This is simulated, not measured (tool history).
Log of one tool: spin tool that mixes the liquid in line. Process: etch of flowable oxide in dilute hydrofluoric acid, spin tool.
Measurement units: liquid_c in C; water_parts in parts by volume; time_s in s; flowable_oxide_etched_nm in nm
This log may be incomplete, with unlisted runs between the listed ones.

run	hour	liquid_c	water_parts	time_s	flowable_oxide_etched_nm
1	0.0	22.0	190	285	45.388
2	7.1	24.0	180	285	52.229
3	12.3	24.0	180	305	55.891
4	18.3	24.0	180	305	55.723
5	21.6	24.0	235	305	40.612
6	28.8	24.0	235	285	37.794
7	34.6	24.0	235	285	37.671
8	41.9	25.5	210	285	45.725
9	44.7	26.5	190	285	53.953
10	49.7	27.5	175	285	61.833
11	57.8	28.0	165	285	67.641

The next listed run, before its measurement:
12	60.8	28.5	160	285	?

{"run 12": {"flowable_oxide_etched_nm": 71.189}}
